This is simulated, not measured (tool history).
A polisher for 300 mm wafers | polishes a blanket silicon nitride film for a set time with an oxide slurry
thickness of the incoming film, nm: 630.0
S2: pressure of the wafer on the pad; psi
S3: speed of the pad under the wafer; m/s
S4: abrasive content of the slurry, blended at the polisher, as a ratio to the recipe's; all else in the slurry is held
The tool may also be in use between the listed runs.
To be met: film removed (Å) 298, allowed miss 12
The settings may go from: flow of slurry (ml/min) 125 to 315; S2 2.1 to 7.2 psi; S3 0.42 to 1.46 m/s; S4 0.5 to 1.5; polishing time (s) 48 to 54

{"run": 1, "hour": 0.0, "flow of slurry (ml/min)": 205, "S2": 4.6, "S3": 0.94, "S4": 1, "polishing time (s)": 54, "film removed (Å)": 494.17}
{"run": 2, "hour": 7.5, "flow of slurry (ml/min)": 205, "S2": 4.1, "S3": 0.94, "S4": 1, "polishing time (s)": 54, "film removed (Å)": 462.04}
{"run": 3, "hour": 9.4, "flow of slurry (ml/min)": 205, "S2": 4.1, "S3": 0.94, "S4": 1, "polishing time (s)": 54, "film removed (Å)": 446.98}
{"run": 4, "hour": 11.7, "flow of slurry (ml/min)": 205, "S2": 4.1, "S3": 0.94, "S4": 1, "polishing time (s)": 54, "film removed (Å)": 446.65}
{"run": 5, "hour": 20.3, "flow of slurry (ml/min)": 205, "S2": 4.1, "S3": 0.94, "S4": 1.2, "polishing time (s)": 54, "film removed (Å)": 486.9}
{"run": 6, "hour": 27.6, "flow of slurry (ml/min)": 205, "S2": 3.6, "S3": 0.92, "S4": 1.2, "polishing time (s)": 54, "film removed (Å)": 424.39}
{"run": 7, "hour": 30.9, "flow of slurry (ml/min)": 205, "S2": 3.2, "S3": 0.92, "S4": 1.2, "polishing time (s)": 54, "film removed (Å)": 387.02}
{"run": 8, "hour": 39.0, "flow of slurry (ml/min)": 205, "S2": 2.9, "S3": 0.92, "S4": 1.2, "polishing time (s)": 54, "film removed (Å)": 348.1}
{"run": 9, "hour": 41.7, "flow of slurry (ml/min)": 205, "S2": 2.8, "S3": 0.92, "S4": 1.2, "polishing time (s)": 54, "film removed (Å)": 342.11}
{"run": 10, "hour": 43.5, "flow of slurry (ml/min)": 205, "S2": 2.8, "S3": 0.92, "S4": 1.2, "polishing time (s)": 54, "film removed (Å)": 350.68}
{"run": 11, "hour": 45.2, "flow of slurry (ml/min)": 205, "S2": 2.8, "S3": 0.92, "S4": 1.2, "polishing time (s)": 54, "film removed (Å)": 343.39}
{"run": 12, "hour": 52.2, "flow of slurry (ml/min)": 205, "S2": 2.7, "S3": 0.92, "S4": 1.2, "polishing time (s)": 54, "film removed (Å)": 328.81}

Which of these 4 next moves meets every target?
{"run": "A", "hour": 59.2, "flow of slurry (ml/min)": 195, "S2": 2.6, "S3": 1.06, "S4": 1.4, "polishing time (s)": 53, "film removed (Å)": "?"}
{"run": "B", "hour": 59.2, "flow of slurry (ml/min)": 215, "S2": 3.1, "S3": 0.9, "S4": 1.2, "polishing time (s)": 53, "film removed (Å)": "?"}
{"run": "C", "hour": 59.2, "flow of slurry (ml/min)": 185, "S2": 2.6, "S3": 0.98, "S4": 1.1, "polishing time (s)": 50, "film removed (Å)": "?"}
{"run": "D", "hour": 59.2, "flow of slurry (ml/min)": 240, "S2": 2.6, "S3": 0.98, "S4": 1.1, "polishing time (s)": 52, "film removed (Å)": "?"}

move=A film_removed_(Å)=374.04
move=B film_removed_(Å)=370.62
move=C film_removed_(Å)=309.49
move=D film_removed_(Å)=331.2
A: further off than the last run
B: further off than the last run
C: meets every target
D: further off than the last run
The right move is C.
